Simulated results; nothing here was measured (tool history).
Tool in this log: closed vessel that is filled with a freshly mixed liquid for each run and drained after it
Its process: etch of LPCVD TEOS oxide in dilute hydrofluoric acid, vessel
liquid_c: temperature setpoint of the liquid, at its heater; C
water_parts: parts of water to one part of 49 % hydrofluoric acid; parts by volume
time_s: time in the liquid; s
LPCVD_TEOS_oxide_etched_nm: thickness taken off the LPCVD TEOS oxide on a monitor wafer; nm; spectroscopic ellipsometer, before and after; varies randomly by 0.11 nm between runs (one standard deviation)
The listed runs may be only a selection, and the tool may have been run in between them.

| run | hour | liquid_c | water_parts | time_s | LPCVD_TEOS_oxide_etched_nm |
|---|---|---|---|---|---|
| 1 | 0 | 24 | 240 | 35 | 3.6342 |
| 2 | 4.5 | 26 | 195 | 35 | 4.9738 |
| 3 | 12.1 | 24.5 | 195 | 35 | 4.7818 |
| 4 | 15.8 | 26 | 160 | 35 | 6.3014 |
| 5 | 23.9 | 27.5 | 140 | 35 | 7.9213 |
| 6 | 27.3 | 28.5 | 130 | 35 | 8.9576 |
| 7 | 28 | 32 | 85 | 35 | 16.802 |
| 8 | 31 | 28.5 | 85 | 35 | 14.244 |

What will run 9 give?
| 9 | 34.5 | 28 | 85 | 35 | ? |

LPCVD_TEOS_oxide_etched_nm: 14.298 nm
